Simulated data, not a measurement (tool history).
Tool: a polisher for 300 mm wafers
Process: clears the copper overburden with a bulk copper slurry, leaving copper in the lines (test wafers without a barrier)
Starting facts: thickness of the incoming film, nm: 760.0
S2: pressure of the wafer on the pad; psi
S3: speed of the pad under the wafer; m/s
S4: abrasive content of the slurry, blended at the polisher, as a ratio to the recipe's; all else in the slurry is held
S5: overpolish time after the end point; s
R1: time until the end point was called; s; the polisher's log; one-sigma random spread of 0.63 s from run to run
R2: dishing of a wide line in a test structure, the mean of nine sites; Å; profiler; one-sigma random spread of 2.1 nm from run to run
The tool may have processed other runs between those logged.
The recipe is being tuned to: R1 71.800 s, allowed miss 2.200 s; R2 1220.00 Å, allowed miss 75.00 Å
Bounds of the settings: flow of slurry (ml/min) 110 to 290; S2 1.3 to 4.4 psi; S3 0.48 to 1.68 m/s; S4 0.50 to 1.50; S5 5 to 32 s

Run 1, hour 0.0: flow of slurry (ml/min) 185, S2 2.8 psi, S3 1.08 m/s, S4 1.00, S5 16 s. Result: R1 75.346 s, R2 909.62 Å.
Run 2, hour 1.1: flow of slurry (ml/min) 225, S2 2.8 psi, S3 1.08 m/s, S4 1.00, S5 16 s. Result: R1 74.122 s, R2 887.55 Å.
Run 3, hour 2.7: flow of slurry (ml/min) 220, S2 2.8 psi, S3 1.08 m/s, S4 1.00, S5 18 s. Result: R1 73.374 s, R2 984.78 Å.
Run 4, hour 7.6: flow of slurry (ml/min) 175, S2 2.8 psi, S3 1.08 m/s, S4 1.00, S5 18 s. Result: R1 75.952 s, R2 946.48 Å.
Run 5, hour 16.7: flow of slurry (ml/min) 175, S2 2.8 psi, S3 1.08 m/s, S4 1.00, S5 13 s. Result: R1 76.098 s, R2 781.61 Å.
Run 6, hour 25.5: flow of slurry (ml/min) 150, S2 2.8 psi, S3 1.08 m/s, S4 1.00, S5 13 s. Result: R1 79.033 s, R2 773.44 Å.
Run 7, hour 28.2: flow of slurry (ml/min) 155, S2 2.9 psi, S3 1.08 m/s, S4 1.00, S5 16 s. Result: R1 77.679 s, R2 916.38 Å.
Run 8, hour 36.9: flow of slurry (ml/min) 165, S2 3.0 psi, S3 1.08 m/s, S4 1.00, S5 17 s. Result: R1 72.898 s, R2 995.83 Å.
Run 9, hour 38.3: flow of slurry (ml/min) 165, S2 3.0 psi, S3 1.08 m/s, S4 1.00, S5 18 s. Result: R1 73.372 s, R2 1022.80 Å.

Below are 4 possible settings for the next run. Only one of them brings all results inside the allowed miss of their targets. Which is it?
Run A, hour 39.7: flow of slurry (ml/min) 120, S2 3.0 psi, S3 1.26 m/s, S4 1.00, S5 31 s. Result: R1 ?, R2 ?.
Run B, hour 39.7: flow of slurry (ml/min) 160, S2 3.1 psi, S3 1.22 m/s, S4 0.95, S5 21 s. Result: R1 ?, R2 ?.
Run C, hour 39.7: flow of slurry (ml/min) 160, S2 3.2 psi, S3 1.10 m/s, S4 0.90, S5 23 s. Result: R1 ?, R2 ?.
Run D, hour 39.7: flow of slurry (ml/min) 170, S2 3.9 psi, S3 0.84 m/s, S4 1.40, S5 12 s. Result: R1 ?, R2 ?.

move      R1       R2
   A  67.261  1403.60
   B  64.524  1194.90
   C  70.745  1199.10
   D  69.374   808.23
A: takes the biggest miss from the last run beyond its target
B: the furthest-off result lands on target, but another misses its tolerance
C: every result within its allowed miss
D: misses by more than the last run did
The right move is C.
